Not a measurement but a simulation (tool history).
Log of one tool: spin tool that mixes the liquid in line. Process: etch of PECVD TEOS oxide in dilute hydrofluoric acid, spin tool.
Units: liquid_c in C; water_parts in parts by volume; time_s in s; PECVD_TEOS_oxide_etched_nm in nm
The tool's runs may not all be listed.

run    day  liquid_c  water_parts  time_s  PECVD_TEOS_oxide_etched_nm
  1      0        24          200     260                      18.537
  2  0.183        24          250     260                      14.039
  3  0.317        24          250     260                      14.024
  4  0.379        24          300     260                      11.181
  5  0.617        25          275     260                      12.912
  6  0.733        26          255     260                      14.651

Forecast run 7:
  7  0.912      26.5          235     260                           ?

{"run 7": {"PECVD_TEOS_oxide_etched_nm": 16.838}}
